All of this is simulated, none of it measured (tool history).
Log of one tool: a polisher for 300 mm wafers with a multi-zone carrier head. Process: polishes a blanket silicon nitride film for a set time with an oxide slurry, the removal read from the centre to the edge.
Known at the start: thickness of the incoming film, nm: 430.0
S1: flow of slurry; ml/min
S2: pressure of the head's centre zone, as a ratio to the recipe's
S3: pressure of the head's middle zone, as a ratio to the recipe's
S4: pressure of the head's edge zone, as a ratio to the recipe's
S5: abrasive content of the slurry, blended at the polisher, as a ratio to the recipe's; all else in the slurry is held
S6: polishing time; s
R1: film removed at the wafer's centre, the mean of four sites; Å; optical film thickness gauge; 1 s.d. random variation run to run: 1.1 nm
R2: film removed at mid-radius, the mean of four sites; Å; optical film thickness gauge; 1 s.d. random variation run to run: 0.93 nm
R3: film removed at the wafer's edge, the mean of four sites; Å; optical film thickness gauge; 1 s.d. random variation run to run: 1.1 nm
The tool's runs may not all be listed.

run,hour,S1,S2,S3,S4,S5,S6,R1,R2,R3
1,0.0,170,1.00,1.00,1.00,1.0,85,657.51,666.23,657.21
2,6.2,180,0.98,1.05,1.04,1.1,85,674.22,724.58,718.31
3,8.2,180,0.92,1.05,1.04,1.1,85,646.88,732.43,725.74
4,15.3,180,0.92,1.05,1.04,1.1,95,714.77,806.38,792.71
5,24.2,180,0.92,1.09,1.04,1.1,95,716.72,824.29,798.11
6,32.6,180,0.92,1.09,1.04,1.1,80,601.13,689.20,659.53
7,36.7,195,0.91,1.12,1.05,1.2,81,625.19,763.80,704.80

What does the tool deliver on the next run?
8,40.7,205,0.93,1.13,1.07,1.3,81,?,?,?

Logged for run 8: R1 664.04 Å, R2 779.65 Å, R3 749.58 Å.

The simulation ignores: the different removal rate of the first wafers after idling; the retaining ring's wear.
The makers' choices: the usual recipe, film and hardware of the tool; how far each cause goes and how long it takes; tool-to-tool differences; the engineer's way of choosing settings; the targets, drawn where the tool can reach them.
